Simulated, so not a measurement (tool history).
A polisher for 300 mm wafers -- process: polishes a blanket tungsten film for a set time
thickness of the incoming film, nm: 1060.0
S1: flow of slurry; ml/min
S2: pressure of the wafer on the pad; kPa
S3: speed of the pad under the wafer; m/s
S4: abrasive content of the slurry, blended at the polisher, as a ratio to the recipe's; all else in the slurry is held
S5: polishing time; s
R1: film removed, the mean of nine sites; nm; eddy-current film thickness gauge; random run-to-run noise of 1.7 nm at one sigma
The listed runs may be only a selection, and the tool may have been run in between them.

run,hour,S1,S2,S3,S4,S5,R1
1,0.0,250,27.6,1.16,1.0,44,232.70
2,2.6,250,26.9,1.16,1.0,44,230.47
3,4.7,250,26.2,1.16,1.0,44,223.91
4,7.8,250,26.2,1.42,1.0,44,269.12
5,15.3,250,25.5,1.42,1.0,44,269.63
6,16.7,250,24.8,1.42,1.0,44,257.22
7,20.8,250,24.1,1.42,1.0,44,248.62
8,24.0,250,23.4,1.42,1.0,44,249.72
9,32.7,250,22.8,1.42,1.0,44,238.03

Expected results for the next run?
10,37.6,250,22.1,1.42,1.0,44,?

{"run 10": {"R1": 231.3}}
